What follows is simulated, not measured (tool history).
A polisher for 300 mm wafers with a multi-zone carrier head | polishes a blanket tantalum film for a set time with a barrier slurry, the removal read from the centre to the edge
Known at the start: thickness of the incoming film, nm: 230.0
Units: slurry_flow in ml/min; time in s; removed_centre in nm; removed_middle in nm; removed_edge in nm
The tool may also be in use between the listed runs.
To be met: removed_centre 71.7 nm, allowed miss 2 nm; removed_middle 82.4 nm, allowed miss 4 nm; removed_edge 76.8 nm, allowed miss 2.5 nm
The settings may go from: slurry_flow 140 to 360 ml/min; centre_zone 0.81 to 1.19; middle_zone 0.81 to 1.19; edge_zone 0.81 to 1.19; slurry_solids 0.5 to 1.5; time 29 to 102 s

run	day	slurry_flow	centre_zone	middle_zone	edge_zone	slurry_solids	time	removed_centre	removed_middle	removed_edge
1	0	230	1	1	1	1	65	89.992	92.919	93.456
2	0.179	225	0.98	1	0.97	0.95	65	87.331	92.694	90.384
3	0.304	225	0.9	1	0.97	0.95	65	79.915	89.718	89.631
4	0.533	225	0.9	1.08	0.97	0.95	65	80.337	98.275	91.315
5	0.758	225	0.9	1.08	0.97	0.95	55	66.833	83.288	76.214
6	1	225	0.9	1.08	0.97	0.8	55	65.104	78.939	72.833
7	1.058	235	0.91	1.08	0.98	0.8	55	66.231	80.554	74.91
8	1.208	245	0.92	1.08	0.98	0.8	55	68.109	81.141	74.435
9	1.538	250	0.92	1.08	0.99	0.8	55	68.42	79.438	74.28
10	1.604	255	0.92	1.09	1	0.8	55	67.425	82.282	74.889

5 next moves are on the table. One of them brings every result within its allowed miss. Which?
A	1.671	295	0.88	1.16	1.04	1.05	51	?	?	?
B	1.671	255	1.08	1.15	0.88	0.55	59	?	?	?
C	1.671	215	1	1.19	0.91	1.05	56	?	?	?
D	1.671	275	0.97	1.11	1.02	0.9	53	?	?	?
E	1.671	260	0.92	1.13	1.01	0.9	52	?	?	?

move	removed_centre	removed_middle	removed_edge
A	65.941	85.199	76.8
B	78.249	81.715	68.918
C	78.845	91.884	76.779
D	72.288	81.573	75.872
E	66.766	80.766	73.702
A: further off than the last run
B: takes the result that was furthest off past its target
C: takes the result that was furthest off past its target
D: meets every target
E: further off than the last run
Move D is the one to make.
